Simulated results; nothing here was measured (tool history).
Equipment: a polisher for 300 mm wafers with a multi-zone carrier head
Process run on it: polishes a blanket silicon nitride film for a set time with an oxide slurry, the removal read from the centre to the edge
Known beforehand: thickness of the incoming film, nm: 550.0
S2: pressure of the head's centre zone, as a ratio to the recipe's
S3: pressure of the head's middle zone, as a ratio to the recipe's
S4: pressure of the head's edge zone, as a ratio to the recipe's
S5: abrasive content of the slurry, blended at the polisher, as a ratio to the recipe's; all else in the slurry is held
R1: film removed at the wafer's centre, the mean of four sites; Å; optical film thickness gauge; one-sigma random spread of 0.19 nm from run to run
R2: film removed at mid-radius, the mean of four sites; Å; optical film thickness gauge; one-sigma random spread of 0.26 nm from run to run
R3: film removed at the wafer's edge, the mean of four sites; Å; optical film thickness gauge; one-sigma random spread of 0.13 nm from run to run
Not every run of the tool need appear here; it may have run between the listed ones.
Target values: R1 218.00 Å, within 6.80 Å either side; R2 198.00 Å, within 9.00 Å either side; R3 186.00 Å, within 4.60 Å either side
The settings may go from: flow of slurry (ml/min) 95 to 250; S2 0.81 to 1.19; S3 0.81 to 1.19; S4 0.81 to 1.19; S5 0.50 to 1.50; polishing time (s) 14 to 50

{"run": 1, "hour": 0.0, "flow of slurry (ml/min)": 160, "S2": 1.0, "S3": 1.0, "S4": 1.0, "S5": 1.0, "polishing time (s)": 32, "R1": 132.68, "R2": 132.24, "R3": 135.69}
{"run": 2, "hour": 8.4, "flow of slurry (ml/min)": 160, "S2": 1.0, "S3": 1.0, "S4": 1.06, "S5": 1.0, "polishing time (s)": 32, "R1": 130.85, "R2": 133.62, "R3": 139.18}
{"run": 3, "hour": 15.6, "flow of slurry (ml/min)": 180, "S2": 1.06, "S3": 1.03, "S4": 1.07, "S5": 1.15, "polishing time (s)": 32, "R1": 152.75, "R2": 145.43, "R3": 147.01}
{"run": 4, "hour": 18.2, "flow of slurry (ml/min)": 180, "S2": 1.06, "S3": 1.03, "S4": 1.07, "S5": 1.3, "polishing time (s)": 32, "R1": 157.55, "R2": 150.7, "R3": 156.61}
{"run": 5, "hour": 22.9, "flow of slurry (ml/min)": 180, "S2": 1.12, "S3": 1.03, "S4": 1.07, "S5": 1.3, "polishing time (s)": 32, "R1": 168.38, "R2": 149.92, "R3": 156.3}
{"run": 6, "hour": 26.4, "flow of slurry (ml/min)": 180, "S2": 1.12, "S3": 1.03, "S4": 1.07, "S5": 1.1, "polishing time (s)": 32, "R1": 155.87, "R2": 140.86, "R3": 144.34}
{"hour": 26.9, "done": "worn pad replaced by a new one"}
{"run": 7, "hour": 26.9, "flow of slurry (ml/min)": 195, "S2": 1.14, "S3": 1.07, "S4": 1.08, "S5": 1.2, "polishing time (s)": 33, "R1": 196.22, "R2": 176.37, "R3": 179.63}
{"run": 8, "hour": 30.3, "flow of slurry (ml/min)": 200, "S2": 1.14, "S3": 1.07, "S4": 1.03, "S5": 1.2, "polishing time (s)": 33, "R1": 200.32, "R2": 181.19, "R3": 179.75}
{"run": 9, "hour": 34.7, "flow of slurry (ml/min)": 205, "S2": 1.15, "S3": 1.08, "S4": 1.01, "S5": 1.15, "polishing time (s)": 33, "R1": 200.66, "R2": 179.21, "R3": 171.36}

Of the 4 settings listed for the next run, only one would bring every result within its allowed miss of target. Which one?
{"run": "A", "hour": 39.1, "flow of slurry (ml/min)": 245, "S2": 1.05, "S3": 1.12, "S4": 0.98, "S5": 1.1, "polishing time (s)": 35, "R1": "?", "R2": "?", "R3": "?"}
{"run": "B", "hour": 39.1, "flow of slurry (ml/min)": 220, "S2": 1.16, "S3": 1.1, "S4": 0.97, "S5": 1.05, "polishing time (s)": 37, "R1": "?", "R2": "?", "R3": "?"}
{"run": "C", "hour": 39.1, "flow of slurry (ml/min)": 225, "S2": 1.12, "S3": 1.19, "S4": 1.0, "S5": 0.9, "polishing time (s)": 38, "R1": "?", "R2": "?", "R3": "?"}
{"run": "D", "hour": 39.1, "flow of slurry (ml/min)": 220, "S2": 1.09, "S3": 1.06, "S4": 1.03, "S5": 1.3, "polishing time (s)": 34, "R1": "?", "R2": "?", "R3": "?"}

move=A R1=191.30 R2=195.63 R3=179.71
move=B R1=216.66 R2=198.04 R3=184.18
move=C R1=203.45 R2=203.79 R3=181.20
move=D R1=201.71 R2=191.30 R3=187.77
A: further off than the last run
B: every result lands within tolerance
C: better than the last run, though not everything is in spec
D: meets the target for the result that was furthest off, but another lies outside its allowed miss
The right move is B.
